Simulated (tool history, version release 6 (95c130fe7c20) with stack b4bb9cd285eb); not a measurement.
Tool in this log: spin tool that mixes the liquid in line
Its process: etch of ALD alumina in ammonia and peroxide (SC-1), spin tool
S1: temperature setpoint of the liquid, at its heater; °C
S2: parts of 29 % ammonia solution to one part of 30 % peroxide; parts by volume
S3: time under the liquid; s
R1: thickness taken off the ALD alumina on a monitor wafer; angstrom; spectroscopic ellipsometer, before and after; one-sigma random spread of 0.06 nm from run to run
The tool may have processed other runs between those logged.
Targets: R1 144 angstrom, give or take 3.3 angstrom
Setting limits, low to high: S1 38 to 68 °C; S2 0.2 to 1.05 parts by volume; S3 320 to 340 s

run 1 day=0 | S1=52 S2=0.55 S3=320 | R1=240.22
run 2 day=0.167 | S1=52 S2=0.55 S3=320 | R1=240.63
run 3 day=0.367 | S1=52 S2=0.65 S3=320 | R1=244.33
run 4 day=0.471 | S1=52 S2=0.65 S3=340 | R1=257.1
run 5 day=0.712 | S1=49.5 S2=0.65 S3=340 | R1=226.27
run 6 day=1.038 | S1=52 S2=0.65 S3=340 | R1=261.01
run 7 day=1.417 | S1=49.5 S2=0.65 S3=340 | R1=226.13
run 8 day=1.688 | S1=48 S2=0.65 S3=340 | R1=208.85
run 9 day=1.85 | S1=46.5 S2=0.65 S3=340 | R1=192.43
run 10 day=1.908 | S1=45.5 S2=0.65 S3=340 | R1=180.9
run 11 day=1.942 | S1=44.5 S2=0.65 S3=340 | R1=171.29

4 next moves are on the table. One of them brings every result within its allowed miss. Which?
run A day=1.975 | S1=42.5 S2=0.55 S3=340 | R1=?
run B day=1.975 | S1=40.5 S2=0.75 S3=340 | R1=?
run C day=1.975 | S1=42.5 S2=0.65 S3=320 | R1=?
run D day=1.975 | S1=41.5 S2=0.65 S3=320 | R1=?

move=A R1=150.44
move=B R1=137.89
move=C R1=143.87
move=D R1=135.74
A: moves toward the targets from the last run without getting all of them in spec
B: takes the result that was furthest off past its target
C: each result inside its tolerance
D: takes the result that was furthest off past its target
Answer: C
